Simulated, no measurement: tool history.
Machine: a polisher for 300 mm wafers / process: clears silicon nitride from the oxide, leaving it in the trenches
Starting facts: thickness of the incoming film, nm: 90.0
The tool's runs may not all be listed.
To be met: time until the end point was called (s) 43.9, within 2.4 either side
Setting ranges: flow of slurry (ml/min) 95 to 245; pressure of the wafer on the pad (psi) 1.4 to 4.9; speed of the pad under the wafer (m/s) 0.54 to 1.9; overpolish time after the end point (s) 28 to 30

run    day  flow of slurry (ml/min)  pressure of the wafer on the pad (psi)  speed of the pad under the wafer (m/s)  overpolish time after the end point (s)  time until the end point was called (s)
  1      0                      155                                     3.1                                    1.22                                       28                                   75.288
  2  0.246                      155                                     3.5                                    1.24                                       28                                   67.646
  3  0.321                      155                                     3.5                                    1.24                                       28                                   67.248
  4  0.475                      155                                     3.5                                    1.52                                       28                                   57.743
  5  0.746                      155                                     3.8                                    1.52                                       28                                   52.191
  6  0.854                      155                                     3.8                                    1.52                                       28                                   52.803
  7  0.929                      155                                       4                                    1.52                                       28                                   49.136
  8  1.212                      155                                     4.1                                    1.52                                       28                                   49.117
  9  1.479                      155                                     4.2                                    1.52                                       28                                   48.098
 10  1.546                      155                                     4.3                                    1.52                                       28                                   47.793

Exactly one of the 5 candidate moves below puts every result within its allowed miss. Which one?
  A  1.612                      160                                     4.3                                    1.38                                       29                                        ?
  B  1.612                      170                                       4                                    1.54                                       28                                        ?
  C  1.612                      120                                     4.3                                    1.34                                       28                                        ?
  D  1.612                      190                                     4.7                                    1.22                                       28                                        ?
  E  1.612                      155                                     4.7                                    1.46                                       28                                        ?

move  time until the end point was called (s)
   A                                   49.151
   B                                   47.916
   C                                   53.207
   D                                   48.201
   E                                   43.348
A: the biggest miss grows against the last run
B: roughly where the last run was
C: the biggest miss grows against the last run
D: the biggest miss grows against the last run
E: every result within its allowed miss
So the answer is move E, the one that meets all the targets.
